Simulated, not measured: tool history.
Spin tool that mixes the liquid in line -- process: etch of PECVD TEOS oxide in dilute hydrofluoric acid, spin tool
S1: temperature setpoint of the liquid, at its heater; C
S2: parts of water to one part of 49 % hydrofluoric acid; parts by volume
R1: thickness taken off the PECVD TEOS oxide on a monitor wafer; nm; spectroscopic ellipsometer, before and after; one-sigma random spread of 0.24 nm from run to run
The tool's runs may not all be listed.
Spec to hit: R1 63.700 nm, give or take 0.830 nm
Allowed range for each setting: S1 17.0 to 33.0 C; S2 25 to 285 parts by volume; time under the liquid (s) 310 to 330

Run 1, day 0.000: S1 25.0 C, S2 155 parts by volume, time under the liquid (s) 310. Result: R1 24.898 nm.
Run 2, day 0.158: S1 25.0 C, S2 210 parts by volume, time under the liquid (s) 310. Result: R1 17.277 nm.
Run 3, day 0.271: S1 27.0 C, S2 210 parts by volume, time under the liquid (s) 310. Result: R1 18.587 nm.
Run 4, day 0.617: S1 27.5 C, S2 190 parts by volume, time under the liquid (s) 310. Result: R1 21.509 nm.
Run 5, day 0.904: S1 27.5 C, S2 190 parts by volume, time under the liquid (s) 330. Result: R1 22.770 nm.
Run 6, day 0.958: S1 28.0 C, S2 175 parts by volume, time under the liquid (s) 330. Result: R1 25.632 nm.
Run 7, day 1.329: S1 28.5 C, S2 160 parts by volume, time under the liquid (s) 330. Result: R1 29.072 nm.
Run 8, day 1.612: S1 32.5 C, S2 95 parts by volume, time under the liquid (s) 330. Result: R1 62.010 nm.

Which one of the following 4 next-run settings gets every result inside its allowed miss? There is exactly one.
Run A, day 1.896: S1 32.5 C, S2 85 parts by volume, time under the liquid (s) 310. Result: R1 ?.
Run B, day 1.896: S1 33.0 C, S2 100 parts by volume, time under the liquid (s) 330. Result: R1 ?.
Run C, day 1.896: S1 33.0 C, S2 90 parts by volume, time under the liquid (s) 325. Result: R1 ?.
Run D, day 1.896: S1 31.5 C, S2 90 parts by volume, time under the liquid (s) 330. Result: R1 ?.

move      R1
   A  65.967
   B  59.423
   C  66.026
   D  63.416
A: takes the biggest miss from the last run beyond its target
B: lands further from the targets than the last run did
C: takes the biggest miss from the last run beyond its target
D: each result inside its tolerance
The move that meets every target is D.
